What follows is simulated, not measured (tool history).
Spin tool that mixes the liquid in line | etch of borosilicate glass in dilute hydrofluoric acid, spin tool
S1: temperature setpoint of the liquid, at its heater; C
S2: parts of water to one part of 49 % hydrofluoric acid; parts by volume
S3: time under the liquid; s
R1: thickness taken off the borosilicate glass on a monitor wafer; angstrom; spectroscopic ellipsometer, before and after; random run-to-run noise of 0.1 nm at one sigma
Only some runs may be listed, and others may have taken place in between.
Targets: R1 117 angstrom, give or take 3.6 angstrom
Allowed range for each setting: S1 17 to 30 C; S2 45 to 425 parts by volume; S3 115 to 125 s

run 1 hour=0 | S1=22 S2=235 S3=115 | R1=172.3
run 2 hour=9 | S1=22 S2=235 S3=125 | R1=190.98
run 3 hour=12.5 | S1=21 S2=250 S3=125 | R1=169.81
run 4 hour=18.4 | S1=20 S2=260 S3=125 | R1=156.74
run 5 hour=20 | S1=20 S2=180 S3=125 | R1=243.57
run 6 hour=24.2 | S1=22 S2=180 S3=125 | R1=262.06
run 7 hour=29.5 | S1=18 S2=275 S3=125 | R1=134.17
-- hour=36.3 thermometer replaced
run 8 hour=36.3 | S1=18 S2=280 S3=125 | R1=123.65
run 9 hour=40.2 | S1=17.5 S2=280 S3=125 | R1=122.23

Consider the 5 candidate settings below. Which is the only one whose results all fall within their allowed miss of target?
run A hour=44.1 | S1=17 S2=270 S3=125 | R1=?
run B hour=44.1 | S1=22 S2=330 S3=125 | R1=?
run C hour=44.1 | S1=17 S2=255 S3=125 | R1=?
run D hour=44.1 | S1=17 S2=280 S3=115 | R1=?
run E hour=44.1 | S1=18 S2=295 S3=120 | R1=?

move=A R1=123.54
move=B R1=115.2
move=C R1=132.51
move=D R1=108.67
move=E R1=110.36
A: the biggest miss grows against the last run
B: all results in spec
C: the biggest miss grows against the last run
D: takes the biggest miss from the last run beyond its target
E: takes the biggest miss from the last run beyond its target
The move that meets every target is B.

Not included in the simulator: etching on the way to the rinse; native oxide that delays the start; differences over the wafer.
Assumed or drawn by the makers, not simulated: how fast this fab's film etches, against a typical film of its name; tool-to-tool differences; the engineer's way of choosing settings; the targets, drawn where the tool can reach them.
